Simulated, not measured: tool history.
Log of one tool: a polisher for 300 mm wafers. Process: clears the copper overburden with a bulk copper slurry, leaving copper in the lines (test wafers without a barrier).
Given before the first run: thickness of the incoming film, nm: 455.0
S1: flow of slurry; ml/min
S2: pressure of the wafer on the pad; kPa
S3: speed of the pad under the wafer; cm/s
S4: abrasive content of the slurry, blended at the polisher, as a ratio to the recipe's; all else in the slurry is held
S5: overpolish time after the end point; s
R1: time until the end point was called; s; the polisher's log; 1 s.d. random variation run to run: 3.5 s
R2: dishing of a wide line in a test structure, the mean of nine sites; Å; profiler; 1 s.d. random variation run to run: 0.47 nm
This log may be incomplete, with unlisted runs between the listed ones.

run,hour,S1,S2,S3,S4,S5,R1,R2
1,0.0,270,13.1,84,1.0,17,85.967,598.51
2,4.7,270,11.7,76,1.0,15,106.720,443.40
3,12.6,270,11.7,76,1.2,15,100.930,462.05
4,16.6,270,11.7,76,1.2,19,102.230,553.42
5,24.6,270,10.3,70,1.2,16,127.500,412.27
6,30.1,270,9.0,70,1.2,16,136.980,359.46

What will run 7 give?
7,35.6,270,8.3,66,1.2,14,?,?

R1: 159.920 s
R2: 277.48 Å

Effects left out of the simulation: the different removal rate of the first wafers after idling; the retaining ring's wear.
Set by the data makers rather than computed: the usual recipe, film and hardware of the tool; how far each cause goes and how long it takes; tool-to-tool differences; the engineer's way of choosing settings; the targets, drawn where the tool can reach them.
